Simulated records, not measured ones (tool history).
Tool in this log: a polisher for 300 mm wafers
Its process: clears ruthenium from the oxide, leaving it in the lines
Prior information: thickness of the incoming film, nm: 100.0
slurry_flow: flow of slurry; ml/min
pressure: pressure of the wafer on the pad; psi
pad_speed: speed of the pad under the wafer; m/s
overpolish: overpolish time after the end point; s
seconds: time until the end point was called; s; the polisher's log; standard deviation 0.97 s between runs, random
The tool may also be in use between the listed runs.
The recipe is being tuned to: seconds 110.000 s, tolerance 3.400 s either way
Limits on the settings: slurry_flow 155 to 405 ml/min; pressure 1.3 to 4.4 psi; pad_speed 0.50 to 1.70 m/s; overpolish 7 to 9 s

run 1 hour=0.0 | slurry_flow=260 pressure=2.8 pad_speed=1.10 overpolish=9 | seconds=62.192
run 2 hour=4.9 | slurry_flow=260 pressure=2.6 pad_speed=1.10 overpolish=9 | seconds=66.010
run 3 hour=7.1 | slurry_flow=260 pressure=2.6 pad_speed=1.28 overpolish=9 | seconds=56.744
run 4 hour=8.5 | slurry_flow=205 pressure=2.6 pad_speed=1.28 overpolish=9 | seconds=59.250
run 5 hour=9.1 | slurry_flow=170 pressure=2.6 pad_speed=1.28 overpolish=9 | seconds=60.166
run 6 hour=9.7 | slurry_flow=170 pressure=2.1 pad_speed=1.28 overpolish=9 | seconds=71.896
run 7 hour=12.3 | slurry_flow=170 pressure=2.1 pad_speed=1.28 overpolish=9 | seconds=72.742
run 8 hour=13.7 | slurry_flow=170 pressure=2.0 pad_speed=1.26 overpolish=9 | seconds=75.934
run 9 hour=22.0 | slurry_flow=170 pressure=1.9 pad_speed=1.24 overpolish=9 | seconds=79.983
run 10 hour=31.0 | slurry_flow=165 pressure=1.3 pad_speed=1.10 overpolish=9 | seconds=122.130
run 11 hour=31.9 | slurry_flow=170 pressure=1.3 pad_speed=1.10 overpolish=9 | seconds=122.030
run 12 hour=34.0 | slurry_flow=175 pressure=1.3 pad_speed=1.10 overpolish=9 | seconds=122.320
run 13 hour=35.3 | slurry_flow=180 pressure=1.4 pad_speed=1.10 overpolish=9 | seconds=113.940
run 14 hour=37.8 | slurry_flow=180 pressure=1.4 pad_speed=1.10 overpolish=9 | seconds=114.110
run 15 hour=46.1 | slurry_flow=180 pressure=1.4 pad_speed=1.10 overpolish=9 | seconds=112.420
run 16 hour=54.1 | slurry_flow=185 pressure=1.4 pad_speed=1.10 overpolish=9 | seconds=113.430

Consider the 5 candidate settings below. Which is the only one whose results all fall within their allowed miss of target?
run A hour=62.1 | slurry_flow=155 pressure=1.3 pad_speed=1.18 overpolish=9 | seconds=?
run B hour=62.1 | slurry_flow=175 pressure=1.4 pad_speed=1.02 overpolish=9 | seconds=?
run C hour=62.1 | slurry_flow=195 pressure=1.3 pad_speed=1.20 overpolish=9 | seconds=?
run D hour=62.1 | slurry_flow=200 pressure=1.4 pad_speed=1.06 overpolish=9 | seconds=?
run E hour=62.1 | slurry_flow=190 pressure=1.3 pad_speed=1.14 overpolish=9 | seconds=?

move=A seconds=117.330
move=B seconds=124.800
move=C seconds=110.640
move=D seconds=117.560
move=E seconds=116.790
A: further off than the last run
B: further off than the last run
C: in spec on every target
D: further off than the last run
E: further off than the last run
So the answer is move C, the one that meets all the targets.
